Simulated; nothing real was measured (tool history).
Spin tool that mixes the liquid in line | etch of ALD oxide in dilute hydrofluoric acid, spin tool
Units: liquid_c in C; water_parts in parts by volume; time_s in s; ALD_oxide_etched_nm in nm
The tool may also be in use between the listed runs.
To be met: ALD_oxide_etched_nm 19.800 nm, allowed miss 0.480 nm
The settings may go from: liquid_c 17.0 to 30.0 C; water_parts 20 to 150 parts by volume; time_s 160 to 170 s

run    day  liquid_c  water_parts  time_s  ALD_oxide_etched_nm
  1  0.000      22.0           85     160               17.113
  2  0.054      22.0          100     160               14.322
  3  0.192      22.0           80     160               18.256
  4  0.254      25.0           80     160               20.610
  5  0.338      25.0           80     160               20.553
  6  0.525      25.0          105     160               15.173
  7  0.621      26.0          105     160               15.821
  8  0.850      26.5          105     160               16.200
  9  0.962      27.0          105     160               16.433
 10  1.279      27.5          105     160               16.788
 11  1.462      28.0          105     160               17.214
 12  1.633      28.5          105     160               17.378
 13  1.900      29.5          100     160               19.030

4 next moves are on the table. One of them brings every result within its allowed miss. Which?
  A  2.167      30.0          110     170                    ?
  B  2.167      29.0          105     170                    ?
  C  2.167      29.5          105     165                    ?
  D  2.167      25.0           85     165                    ?

move  ALD_oxide_etched_nm
   A               18.586
   B               18.885
   C               18.678
   D               19.918
A: further off than the last run
B: further off than the last run
C: further off than the last run
D: meets every target
Move D is the one to make.

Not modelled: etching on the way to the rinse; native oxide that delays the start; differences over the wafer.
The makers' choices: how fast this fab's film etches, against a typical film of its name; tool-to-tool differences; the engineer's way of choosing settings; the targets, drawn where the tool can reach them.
